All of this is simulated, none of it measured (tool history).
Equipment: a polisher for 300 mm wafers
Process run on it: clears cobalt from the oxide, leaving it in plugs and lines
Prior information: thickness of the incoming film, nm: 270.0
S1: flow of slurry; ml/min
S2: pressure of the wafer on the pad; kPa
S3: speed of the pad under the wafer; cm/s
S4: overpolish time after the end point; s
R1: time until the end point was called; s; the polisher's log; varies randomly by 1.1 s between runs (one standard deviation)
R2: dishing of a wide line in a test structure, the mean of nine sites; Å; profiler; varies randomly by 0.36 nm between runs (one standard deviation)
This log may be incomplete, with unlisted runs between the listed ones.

Run 1, day 0.000: S1 140 ml/min, S2 11.7 kPa, S3 82 cm/s, S4 29 s. Result: R1 95.891 s, R2 410.28 Å.
Run 2, day 0.279: S1 140 ml/min, S2 11.7 kPa, S3 64 cm/s, S4 29 s. Result: R1 121.600 s, R2 370.00 Å.
Run 3, day 0.454: S1 135 ml/min, S2 11.7 kPa, S3 64 cm/s, S4 27 s. Result: R1 122.940 s, R2 358.84 Å.
Run 4, day 0.642: S1 135 ml/min, S2 11.7 kPa, S3 74 cm/s, S4 27 s. Result: R1 106.570 s, R2 383.58 Å.
Run 5, day 0.867: S1 135 ml/min, S2 13.8 kPa, S3 74 cm/s, S4 27 s. Result: R1 89.044 s, R2 408.30 Å.
Run 6, day 0.996: S1 135 ml/min, S2 13.8 kPa, S3 74 cm/s, S4 36 s. Result: R1 90.377 s, R2 444.23 Å.
Run 7, day 1.300: S1 135 ml/min, S2 13.8 kPa, S3 74 cm/s, S4 36 s. Result: R1 90.295 s, R2 437.15 Å.
Run 8, day 1.450: S1 120 ml/min, S2 10.3 kPa, S3 74 cm/s, S4 25 s. Result: R1 123.080 s, R2 341.17 Å.

Predict the results of run 9:
Run 9, day 1.621: S1 120 ml/min, S2 10.3 kPa, S3 74 cm/s, S4 27 s. Result: R1 ?, R2 ?.

R1: 122.030 s
R2: 352.63 Å

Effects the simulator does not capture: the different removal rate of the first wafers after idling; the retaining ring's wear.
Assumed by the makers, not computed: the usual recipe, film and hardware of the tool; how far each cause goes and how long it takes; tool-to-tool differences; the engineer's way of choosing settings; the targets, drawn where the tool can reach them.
